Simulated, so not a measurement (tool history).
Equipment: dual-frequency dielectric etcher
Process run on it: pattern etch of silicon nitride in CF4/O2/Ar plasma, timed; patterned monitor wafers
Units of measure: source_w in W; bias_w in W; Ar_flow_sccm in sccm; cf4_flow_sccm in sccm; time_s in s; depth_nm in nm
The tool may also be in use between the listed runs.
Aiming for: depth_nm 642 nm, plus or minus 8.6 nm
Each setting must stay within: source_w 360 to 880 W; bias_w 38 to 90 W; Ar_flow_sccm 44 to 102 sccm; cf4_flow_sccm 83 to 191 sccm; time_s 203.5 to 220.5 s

{"run": 1, "day": 0.0, "source_w": 620, "bias_w": 64, "Ar_flow_sccm": 73, "cf4_flow_sccm": 137, "time_s": 220.5, "depth_nm": 534.77}
{"run": 2, "day": 0.267, "source_w": 620, "bias_w": 64, "Ar_flow_sccm": 83, "cf4_flow_sccm": 137, "time_s": 220.5, "depth_nm": 531.81}
{"run": 3, "day": 0.321, "source_w": 620, "bias_w": 64, "Ar_flow_sccm": 78, "cf4_flow_sccm": 137, "time_s": 220.5, "depth_nm": 532.06}
{"run": 4, "day": 0.6, "source_w": 650, "bias_w": 64, "Ar_flow_sccm": 78, "cf4_flow_sccm": 137, "time_s": 220.5, "depth_nm": 552.73}
{"run": 5, "day": 0.729, "source_w": 650, "bias_w": 64, "Ar_flow_sccm": 78, "cf4_flow_sccm": 137, "time_s": 203.5, "depth_nm": 515.52}
{"run": 6, "day": 0.983, "source_w": 650, "bias_w": 64, "Ar_flow_sccm": 78, "cf4_flow_sccm": 113, "time_s": 203.5, "depth_nm": 500.52}
{"run": 7, "day": 1.1, "source_w": 700, "bias_w": 64, "Ar_flow_sccm": 78, "cf4_flow_sccm": 113, "time_s": 203.5, "depth_nm": 536.56}
{"run": 8, "day": 1.342, "source_w": 730, "bias_w": 64, "Ar_flow_sccm": 78, "cf4_flow_sccm": 113, "time_s": 203.5, "depth_nm": 554.92}
{"run": 9, "day": 1.679, "source_w": 760, "bias_w": 64, "Ar_flow_sccm": 78, "cf4_flow_sccm": 113, "time_s": 203.5, "depth_nm": 576.35}
{"run": 10, "day": 1.875, "source_w": 780, "bias_w": 64, "Ar_flow_sccm": 78, "cf4_flow_sccm": 113, "time_s": 203.5, "depth_nm": 590.37}
{"run": 11, "day": 2.079, "source_w": 800, "bias_w": 64, "Ar_flow_sccm": 78, "cf4_flow_sccm": 113, "time_s": 203.5, "depth_nm": 604.26}
{"run": 12, "day": 2.383, "source_w": 810, "bias_w": 64, "Ar_flow_sccm": 78, "cf4_flow_sccm": 113, "time_s": 203.5, "depth_nm": 613.94}
{"run": 13, "day": 2.408, "source_w": 820, "bias_w": 64, "Ar_flow_sccm": 78, "cf4_flow_sccm": 113, "time_s": 203.5, "depth_nm": 615.41}
{"run": 14, "day": 2.546, "source_w": 830, "bias_w": 64, "Ar_flow_sccm": 78, "cf4_flow_sccm": 113, "time_s": 203.5, "depth_nm": 627.26}
{"run": 15, "day": 2.912, "source_w": 840, "bias_w": 64, "Ar_flow_sccm": 78, "cf4_flow_sccm": 113, "time_s": 203.5, "depth_nm": 628.21}

Exercise: of the 4 proposed moves below, exactly one satisfies all targets within the stated allowed misses. Which move is it?
{"run": "A", "day": 3.279, "source_w": 800, "bias_w": 59, "Ar_flow_sccm": 81, "cf4_flow_sccm": 123, "time_s": 213, "depth_nm": "?"}
{"run": "B", "day": 3.279, "source_w": 850, "bias_w": 63, "Ar_flow_sccm": 85, "cf4_flow_sccm": 102, "time_s": 210.5, "depth_nm": "?"}
{"run": "C", "day": 3.279, "source_w": 790, "bias_w": 65, "Ar_flow_sccm": 79, "cf4_flow_sccm": 123, "time_s": 208, "depth_nm": "?"}
{"run": "D", "day": 3.279, "source_w": 790, "bias_w": 67, "Ar_flow_sccm": 81, "cf4_flow_sccm": 122, "time_s": 206.5, "depth_nm": "?"}

move=A depth_nm=626.68
move=B depth_nm=644.98
move=C depth_nm=621.9
move=D depth_nm=620.48
A: further off than the last run
B: each result inside its tolerance
C: further off than the last run
D: further off than the last run
So the answer is move B, the one that meets all the targets.

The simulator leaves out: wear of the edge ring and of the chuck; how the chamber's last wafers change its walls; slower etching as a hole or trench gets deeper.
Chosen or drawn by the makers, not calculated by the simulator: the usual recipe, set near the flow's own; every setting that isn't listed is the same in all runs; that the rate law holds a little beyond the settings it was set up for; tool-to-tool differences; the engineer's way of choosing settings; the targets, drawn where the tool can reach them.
